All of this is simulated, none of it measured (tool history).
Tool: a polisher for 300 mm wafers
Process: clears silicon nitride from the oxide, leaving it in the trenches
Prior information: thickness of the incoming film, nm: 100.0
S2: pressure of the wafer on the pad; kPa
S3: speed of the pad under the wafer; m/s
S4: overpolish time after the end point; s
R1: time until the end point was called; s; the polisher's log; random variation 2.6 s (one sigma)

run 1 hour=0.0 | flow_of_slurry_(ml/min)=155 S2=23.4 S3=0.90 S4=28 | R1=118.29
run 2 hour=5.2 | flow_of_slurry_(ml/min)=155 S2=23.4 S3=0.90 S4=30 | R1=118.38
run 3 hour=9.3 | flow_of_slurry_(ml/min)=155 S2=20.7 S3=0.90 S4=30 | R1=135.61
run 4 hour=10.0 | flow_of_slurry_(ml/min)=155 S2=18.6 S3=0.90 S4=30 | R1=143.60
run 5 hour=12.0 | flow_of_slurry_(ml/min)=155 S2=16.5 S3=0.88 S4=30 | R1=163.10
run 6 hour=15.0 | flow_of_slurry_(ml/min)=185 S2=16.5 S3=0.88 S4=30 | R1=158.44
run 7 hour=20.2 | flow_of_slurry_(ml/min)=185 S2=15.2 S3=0.88 S4=30 | R1=169.70
run 8 hour=27.3 | flow_of_slurry_(ml/min)=185 S2=13.8 S3=0.88 S4=30 | R1=180.89

Predict the results of run 9:
run 9 hour=33.4 | flow_of_slurry_(ml/min)=170 S2=10.3 S3=0.88 S4=30 | R1=?

R1: 236.00 s

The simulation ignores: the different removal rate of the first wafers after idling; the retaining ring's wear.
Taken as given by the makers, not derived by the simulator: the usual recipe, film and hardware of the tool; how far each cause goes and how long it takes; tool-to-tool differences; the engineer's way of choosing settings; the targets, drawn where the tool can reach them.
